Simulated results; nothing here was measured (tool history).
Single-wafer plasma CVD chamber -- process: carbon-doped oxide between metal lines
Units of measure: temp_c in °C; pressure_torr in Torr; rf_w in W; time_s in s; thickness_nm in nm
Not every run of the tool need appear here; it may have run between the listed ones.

Run 1, hour 0: temp_c 370 °C, pressure_torr 6.17 Torr, rf_w 375 W, time_s 32.5 s. Result: thickness_nm 130.88 nm.
Run 2, hour 4.1: temp_c 370 °C, pressure_torr 6.17 Torr, rf_w 375 W, time_s 33.5 s. Result: thickness_nm 135.48 nm.
Run 3, hour 10.8: temp_c 374 °C, pressure_torr 6.17 Torr, rf_w 375 W, time_s 33.5 s. Result: thickness_nm 133.28 nm.
Run 4, hour 16.4: temp_c 366 °C, pressure_torr 6.17 Torr, rf_w 375 W, time_s 33.5 s. Result: thickness_nm 135.04 nm.
Run 5, hour 19: temp_c 366 °C, pressure_torr 6.17 Torr, rf_w 345 W, time_s 33.5 s. Result: thickness_nm 129.13 nm.
Run 6, hour 23: temp_c 367 °C, pressure_torr 6.08 Torr, rf_w 330 W, time_s 33.4 s. Result: thickness_nm 123.87 nm.
Run 7, hour 29: temp_c 368 °C, pressure_torr 5.96 Torr, rf_w 320 W, time_s 33.4 s. Result: thickness_nm 120.03 nm.

Expected results for the next run?
Run 8, hour 32.7: temp_c 369 °C, pressure_torr 5.76 Torr, rf_w 315 W, time_s 33.4 s. Result: thickness_nm ?.

{"run 8": {"thickness_nm": 118.1}}
